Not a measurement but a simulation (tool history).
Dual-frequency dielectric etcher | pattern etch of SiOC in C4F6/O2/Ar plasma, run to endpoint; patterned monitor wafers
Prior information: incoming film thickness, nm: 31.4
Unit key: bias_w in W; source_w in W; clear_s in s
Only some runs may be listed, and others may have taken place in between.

run,hour,bias_w,source_w,clear_s
1,0,461,260,13.667
2,7.9,424,250,14.363
3,13.6,376,250,14.931
4,16.2,356,240,15.456
5,20,356,270,14.767
6,21.7,356,250,15.286
# hour 29.2: bias power generator calibrated
7,29.2,340,240,15.464
8,32.7,327,230,16.119
9,36.3,317,230,16.287

For run 10, what comes out?
10,43.2,309,230,?

{"run 10": {"clear_s": 16.323}}

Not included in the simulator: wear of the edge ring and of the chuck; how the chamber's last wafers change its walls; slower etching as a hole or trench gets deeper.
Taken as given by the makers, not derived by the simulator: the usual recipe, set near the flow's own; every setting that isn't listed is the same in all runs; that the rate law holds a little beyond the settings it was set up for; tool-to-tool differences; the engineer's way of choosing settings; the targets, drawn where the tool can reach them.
